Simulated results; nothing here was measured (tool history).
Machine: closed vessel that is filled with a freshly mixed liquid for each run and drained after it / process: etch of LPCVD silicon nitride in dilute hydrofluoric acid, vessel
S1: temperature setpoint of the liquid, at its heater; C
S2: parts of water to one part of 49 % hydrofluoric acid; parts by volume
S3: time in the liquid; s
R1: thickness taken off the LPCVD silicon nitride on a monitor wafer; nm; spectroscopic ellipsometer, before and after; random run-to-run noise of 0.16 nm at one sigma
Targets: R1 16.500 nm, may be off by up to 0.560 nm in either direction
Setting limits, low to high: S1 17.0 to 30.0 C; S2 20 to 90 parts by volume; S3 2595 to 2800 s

run 1 day=0.000 | S1=22.0 S2=50 S3=2595 | R1=22.632
run 2 day=0.121 | S1=21.0 S2=50 S3=2595 | R1=21.078
run 3 day=0.188 | S1=20.0 S2=50 S3=2595 | R1=19.938
run 4 day=0.500 | S1=20.0 S2=35 S3=2595 | R1=27.819
run 5 day=0.625 | S1=19.5 S2=40 S3=2595 | R1=23.462
run 6 day=0.983 | S1=19.5 S2=30 S3=2595 | R1=31.201
run 7 day=1.229 | S1=19.0 S2=35 S3=2595 | R1=26.031
run 8 day=1.642 | S1=18.5 S2=40 S3=2595 | R1=22.169
run 9 day=1.700 | S1=18.0 S2=40 S3=2595 | R1=21.460
run 10 day=1.812 | S1=17.5 S2=45 S3=2595 | R1=18.267
run 11 day=1.992 | S1=17.0 S2=45 S3=2595 | R1=17.962

Pick the move, out of 4, that brings all results within their allowed miss; only one does.
run A day=2.171 | S1=17.0 S2=50 S3=2715 | R1=?
run B day=2.171 | S1=17.0 S2=55 S3=2660 | R1=?
run C day=2.171 | S1=21.5 S2=60 S3=2595 | R1=?
run D day=2.171 | S1=17.0 S2=45 S3=2680 | R1=?

move=A R1=16.946
move=B R1=15.139
move=C R1=18.566
move=D R1=18.523
A: in spec on every target
B: carries the result that was furthest off beyond its target, to the other side
C: further off than the last run
D: further off than the last run
Move A is the one to make.
